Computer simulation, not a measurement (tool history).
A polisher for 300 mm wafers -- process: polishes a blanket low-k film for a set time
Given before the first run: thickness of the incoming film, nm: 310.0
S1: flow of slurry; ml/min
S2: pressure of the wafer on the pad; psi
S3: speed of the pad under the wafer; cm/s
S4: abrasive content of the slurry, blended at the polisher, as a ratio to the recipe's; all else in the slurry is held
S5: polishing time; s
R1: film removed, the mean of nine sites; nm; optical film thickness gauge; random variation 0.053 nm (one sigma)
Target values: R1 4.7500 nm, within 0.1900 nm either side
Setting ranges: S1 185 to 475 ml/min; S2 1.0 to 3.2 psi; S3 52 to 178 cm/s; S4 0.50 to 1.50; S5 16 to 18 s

run	hour	S1	S2	S3	S4	S5	R1
1	0.0	305	2.1	114	1.00	18	7.8664
2	4.9	305	2.1	114	1.00	16	7.2329
3	6.2	305	1.8	112	1.00	16	6.2086
4	12.7	305	1.8	112	0.90	16	5.9506
5	16.7	305	1.7	112	0.90	16	5.7875
6	22.6	305	1.7	112	1.00	16	5.9127
7	23.9	305	1.6	112	1.00	16	5.6440
8	26.1	305	1.2	110	1.00	16	4.4333
9	33.1	305	1.2	110	1.00	16	4.4814

Which of these 4 next moves meets every target?
A	40.1	305	1.0	126	0.90	16	?
B	40.1	355	1.4	102	0.85	18	?
C	40.1	330	1.1	116	1.10	17	?
D	40.1	295	1.3	98	0.95	16	?

move	R1
A	4.0533
B	5.1893
C	4.7462
D	4.3168
A: lands further from the targets than the last run did
B: pushes the last run's worst result past its target
C: each result inside its tolerance
D: lands further from the targets than the last run did
C meets every target.
